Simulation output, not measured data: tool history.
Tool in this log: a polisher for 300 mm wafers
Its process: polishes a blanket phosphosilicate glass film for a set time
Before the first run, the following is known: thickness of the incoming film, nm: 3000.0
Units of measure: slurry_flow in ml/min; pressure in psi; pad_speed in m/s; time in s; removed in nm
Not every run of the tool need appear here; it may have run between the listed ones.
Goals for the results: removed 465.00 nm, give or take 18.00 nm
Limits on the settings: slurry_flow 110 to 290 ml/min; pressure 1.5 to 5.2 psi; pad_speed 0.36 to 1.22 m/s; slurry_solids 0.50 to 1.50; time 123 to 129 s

{"run": 1, "hour": 0.0, "slurry_flow": 185, "pressure": 3.3, "pad_speed": 0.78, "slurry_solids": 1.0, "time": 123, "removed": 744.23}
{"run": 2, "hour": 8.1, "slurry_flow": 185, "pressure": 3.3, "pad_speed": 0.78, "slurry_solids": 0.8, "time": 123, "removed": 678.89}
{"run": 3, "hour": 11.7, "slurry_flow": 185, "pressure": 4.0, "pad_speed": 0.78, "slurry_solids": 0.8, "time": 123, "removed": 808.61}
{"run": 4, "hour": 19.1, "slurry_flow": 185, "pressure": 3.4, "pad_speed": 0.76, "slurry_solids": 0.8, "time": 123, "removed": 676.32}
{"run": 5, "hour": 20.9, "slurry_flow": 185, "pressure": 3.4, "pad_speed": 0.76, "slurry_solids": 1.0, "time": 123, "removed": 749.11}
{"run": 6, "hour": 23.9, "slurry_flow": 185, "pressure": 3.4, "pad_speed": 0.76, "slurry_solids": 1.15, "time": 123, "removed": 783.95}
{"run": 7, "hour": 26.3, "slurry_flow": 185, "pressure": 2.8, "pad_speed": 0.76, "slurry_solids": 1.15, "time": 123, "removed": 666.98}
{"run": 8, "hour": 31.6, "slurry_flow": 185, "pressure": 2.4, "pad_speed": 0.76, "slurry_solids": 1.15, "time": 123, "removed": 579.03}
{"run": 9, "hour": 33.3, "slurry_flow": 185, "pressure": 2.2, "pad_speed": 0.76, "slurry_solids": 1.15, "time": 123, "removed": 520.38}
{"run": 10, "hour": 38.6, "slurry_flow": 185, "pressure": 2.1, "pad_speed": 0.76, "slurry_solids": 1.15, "time": 123, "removed": 503.56}

Consider the 4 candidate settings below. Which is the only one whose results all fall within their allowed miss of target?
{"run": "A", "hour": 43.9, "slurry_flow": 280, "pressure": 1.7, "pad_speed": 0.94, "slurry_solids": 0.8, "time": 123, "removed": "?"}
{"run": "B", "hour": 43.9, "slurry_flow": 130, "pressure": 2.4, "pad_speed": 0.52, "slurry_solids": 1.2, "time": 129, "removed": "?"}
{"run": "C", "hour": 43.9, "slurry_flow": 170, "pressure": 1.6, "pad_speed": 0.94, "slurry_solids": 1.05, "time": 123, "removed": "?"}
{"run": "D", "hour": 43.9, "slurry_flow": 175, "pressure": 1.7, "pad_speed": 0.86, "slurry_solids": 1.05, "time": 123, "removed": "?"}

move=A removed=414.40
move=B removed=464.42
move=C removed=417.03
move=D removed=420.00
A: carries the result that was furthest off beyond its target, to the other side
B: in spec on every target
C: carries the result that was furthest off beyond its target, to the other side
D: carries the result that was furthest off beyond its target, to the other side
B is the move that brings every result within its allowed miss.

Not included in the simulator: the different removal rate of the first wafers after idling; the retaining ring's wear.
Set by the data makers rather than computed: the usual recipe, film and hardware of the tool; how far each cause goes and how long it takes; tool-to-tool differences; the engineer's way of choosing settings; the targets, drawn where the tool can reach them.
